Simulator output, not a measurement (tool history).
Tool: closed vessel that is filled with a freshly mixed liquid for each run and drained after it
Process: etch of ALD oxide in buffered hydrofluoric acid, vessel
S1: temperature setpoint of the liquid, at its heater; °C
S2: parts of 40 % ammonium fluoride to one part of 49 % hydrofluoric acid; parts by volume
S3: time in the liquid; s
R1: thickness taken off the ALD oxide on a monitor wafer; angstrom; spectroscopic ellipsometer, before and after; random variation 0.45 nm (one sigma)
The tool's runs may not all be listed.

run  hour    S1    S2  S3      R1
  1   0.0  25.0  20.5  45  302.79
  2   6.8  27.5  20.5  45  349.12
  3  12.4  29.5  20.5  45  389.86
  4  16.0  30.0  17.5  45  462.19
  5  17.7  30.5  15.5  45  538.54
  6  19.5  32.0  15.5  45  573.46
  7  21.1  32.0  14.5  45  617.28
  8  28.1  32.0  14.5  45  617.54
  9  35.0  32.0  13.5  45  662.62
 10  37.8  32.0  13.0  45  677.37

Forecast run 11:
 11  39.3  32.0  11.0  45   ?

{"run 11": {"R1": 805.07}}

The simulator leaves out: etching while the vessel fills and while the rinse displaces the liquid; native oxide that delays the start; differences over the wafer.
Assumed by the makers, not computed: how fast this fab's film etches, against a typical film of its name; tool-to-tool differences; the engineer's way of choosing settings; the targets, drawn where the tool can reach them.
